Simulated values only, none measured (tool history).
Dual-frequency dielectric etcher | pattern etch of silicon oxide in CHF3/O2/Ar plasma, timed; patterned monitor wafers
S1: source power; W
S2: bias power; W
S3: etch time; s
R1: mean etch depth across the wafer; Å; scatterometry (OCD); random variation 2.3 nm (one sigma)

run 1 hour=0 | S1=860 S2=212 S3=477.5 | R1=10777
run 2 hour=3.1 | S1=970 S2=212 S3=477.5 | R1=11039
run 3 hour=6.5 | S1=910 S2=203 S3=477.5 | R1=10683
run 4 hour=13.1 | S1=910 S2=228 S3=477.5 | R1=11310
run 5 hour=14.3 | S1=910 S2=228 S3=497.5 | R1=11785
run 6 hour=23 | S1=840 S2=214 S3=495 | R1=11097

Forecast run 7:
-- hour=28.7 wet clean of the chamber
run 7 hour=28.7 | S1=790 S2=210 S3=494.5 | R1=?

R1: 11416 Å

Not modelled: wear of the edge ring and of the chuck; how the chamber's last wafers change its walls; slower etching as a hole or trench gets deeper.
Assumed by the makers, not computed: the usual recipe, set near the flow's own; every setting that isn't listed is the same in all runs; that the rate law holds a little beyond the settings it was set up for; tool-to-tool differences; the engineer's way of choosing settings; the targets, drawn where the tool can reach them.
